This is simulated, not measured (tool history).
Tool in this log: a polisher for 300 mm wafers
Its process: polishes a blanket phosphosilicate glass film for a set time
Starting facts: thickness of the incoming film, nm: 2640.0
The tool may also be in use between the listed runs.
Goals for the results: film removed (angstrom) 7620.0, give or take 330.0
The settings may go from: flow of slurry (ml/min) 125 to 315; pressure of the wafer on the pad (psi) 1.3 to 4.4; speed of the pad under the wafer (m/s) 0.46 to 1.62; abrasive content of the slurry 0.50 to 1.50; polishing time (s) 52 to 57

run	hour	flow of slurry (ml/min)	pressure of the wafer on the pad (psi)	speed of the pad under the wafer (m/s)	abrasive content of the slurry	polishing time (s)	film removed (angstrom)
1	0.0	205	2.8	1.04	1.00	57	4500.6
2	4.9	205	3.2	1.06	1.00	57	4917.6
3	6.8	250	3.2	1.06	1.00	57	5143.1
4	13.6	250	3.6	1.10	1.00	57	5809.5
5	14.4	250	3.6	0.96	1.00	57	5116.8
6	21.3	250	3.6	0.80	1.00	57	4524.2
7	24.8	250	3.8	0.92	1.00	57	5289.6
8	29.8	250	4.0	1.00	1.00	57	5801.1
9	36.3	250	4.1	1.06	1.00	57	6254.9
10	39.7	250	4.2	1.10	1.00	57	6661.6
11	44.9	250	4.3	1.14	1.00	57	7085.9
12	50.9	250	4.3	1.16	1.00	57	6995.4
13	56.5	250	4.3	1.18	1.00	57	7343.9

Below are 4 possible settings for the next run. Only one of them brings all results inside the allowed miss of their targets. Which is it?
A	62.1	265	4.4	1.16	0.95	55	?
B	62.1	200	4.4	1.16	1.00	55	?
C	62.1	225	4.3	1.10	1.15	52	?
D	62.1	255	4.4	1.10	1.15	57	?

move	film removed (angstrom)
A	6788.1
B	6854.0
C	6629.1
D	7485.3
A: further off than the last run
B: further off than the last run
C: further off than the last run
D: every result within its allowed miss
The right move is D.

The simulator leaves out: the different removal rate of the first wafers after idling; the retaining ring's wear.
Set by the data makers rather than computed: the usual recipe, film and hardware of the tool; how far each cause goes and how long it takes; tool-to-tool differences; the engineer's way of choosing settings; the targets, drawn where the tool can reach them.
